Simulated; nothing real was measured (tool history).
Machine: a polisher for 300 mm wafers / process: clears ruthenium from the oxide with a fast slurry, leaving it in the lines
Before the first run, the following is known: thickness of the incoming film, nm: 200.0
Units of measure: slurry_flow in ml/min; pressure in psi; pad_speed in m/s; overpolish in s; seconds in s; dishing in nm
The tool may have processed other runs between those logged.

run	hour	slurry_flow	pressure	pad_speed	slurry_solids	overpolish	seconds	dishing
1	0	190	2.5	1.1	1	24	39.559	88.162
2	1.7	190	2.6	1.1	1	24	37.057	87.654
3	2.7	190	2.2	1.1	1	24	45.842	77.621
4	6.6	160	2.2	1.1	1	24	44.849	75.949
5	11.8	190	2.2	1.1	1	24	43.607	77.691
6	20.4	190	2.7	1.1	1	24	36.614	91.749
7	22.7	190	2.7	1.1	1	24	36.31	91.141
8	28.6	190	3	1.1	1	25	32.215	106.05

What does the tool deliver on the next run?
9	35.5	190	3.1	1.1	1	25	?	?

{"run 9": {"seconds": 31.257, "dishing": 106.11}}
